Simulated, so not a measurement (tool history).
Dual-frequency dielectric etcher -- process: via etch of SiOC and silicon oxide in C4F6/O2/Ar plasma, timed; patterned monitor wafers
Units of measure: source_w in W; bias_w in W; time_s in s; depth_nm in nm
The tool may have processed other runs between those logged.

| run | hour | source_w | bias_w | time_s | depth_nm |
|---|---|---|---|---|---|
| 1 | 0 | 470 | 213 | 28 | 39.604 |
| 2 | 1.2 | 470 | 213 | 28 | 39.56 |
| 3 | 6.8 | 520 | 213 | 28 | 40.899 |
| 4 | 10.5 | 490 | 211 | 28 | 40.046 |
| 5 | 12 | 570 | 211 | 28 | 42.353 |
| 6 | 13.2 | 530 | 209 | 28 | 41.263 |

Estimate the outcome of run 7 from the log above:
| 7 | 17.3 | 500 | 207 | 28 | ? |

Run 7 produced depth_nm 40.136 nm.
